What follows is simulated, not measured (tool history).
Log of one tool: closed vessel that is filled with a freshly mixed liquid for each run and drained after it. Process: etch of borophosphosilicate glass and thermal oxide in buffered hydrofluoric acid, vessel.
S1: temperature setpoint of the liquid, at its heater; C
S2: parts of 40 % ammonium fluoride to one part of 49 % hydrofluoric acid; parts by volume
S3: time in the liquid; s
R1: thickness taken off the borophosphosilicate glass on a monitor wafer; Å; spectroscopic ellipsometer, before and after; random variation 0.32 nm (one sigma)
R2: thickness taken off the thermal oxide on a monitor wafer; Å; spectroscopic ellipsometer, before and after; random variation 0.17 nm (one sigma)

| run | day | S1 | S2 | S3 | R1 | R2 |
|---|---|---|---|---|---|---|
| 1 | 0.000 | 24.0 | 15.5 | 60 | 926.84 | 410.66 |
| 2 | 0.271 | 26.0 | 15.5 | 60 | 1040.40 | 455.62 |
| 3 | 0.396 | 24.0 | 15.5 | 60 | 937.73 | 412.95 |
| 4 | 0.758 | 22.5 | 15.5 | 60 | 859.52 | 380.03 |
| 5 | 0.829 | 22.5 | 13.5 | 60 | 981.77 | 429.51 |
| 6 | 1.183 | 21.0 | 13.5 | 60 | 913.61 | 396.10 |
| 7 | 1.458 | 20.0 | 13.5 | 60 | 857.19 | 375.99 |

Forecast run 8:
| 8 | 1.721 | 20.0 | 13.5 | 60 | ? | ? |

Run 8 gave R1 856.46 Å, R2 375.15 Å.
